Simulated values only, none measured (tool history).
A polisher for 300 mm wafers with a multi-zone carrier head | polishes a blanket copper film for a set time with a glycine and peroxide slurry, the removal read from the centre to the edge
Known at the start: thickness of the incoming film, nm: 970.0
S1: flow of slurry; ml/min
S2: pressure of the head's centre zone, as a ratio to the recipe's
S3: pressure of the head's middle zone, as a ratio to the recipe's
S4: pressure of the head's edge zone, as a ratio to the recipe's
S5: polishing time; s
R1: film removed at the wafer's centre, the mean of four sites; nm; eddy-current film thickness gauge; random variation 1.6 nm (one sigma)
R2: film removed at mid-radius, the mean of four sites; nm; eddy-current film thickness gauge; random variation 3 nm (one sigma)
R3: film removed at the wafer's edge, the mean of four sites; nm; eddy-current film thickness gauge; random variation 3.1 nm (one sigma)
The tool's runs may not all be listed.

run	hour	S1	S2	S3	S4	S5	R1	R2	R3
1	0	150	1	1	1	52	402.46	404.44	384.17
2	7.9	140	0.96	1	0.96	46	334.59	349.16	336.34
3	9.4	140	0.96	1	1	46	339.39	351.39	344.38
4	18	140	0.94	1.02	0.95	41	294.08	313.41	295.16
5	19.7	140	0.94	1.02	0.95	52	370.37	401.96	379.76
6	25	140	0.94	1.02	1.02	52	373.82	392.9	387.39

The next listed run, before its measurement:
7	26.1	140	0.93	1.04	0.99	46	?	?	?

R1: 326.56 nm
R2: 360.76 nm
R3: 340.07 nm
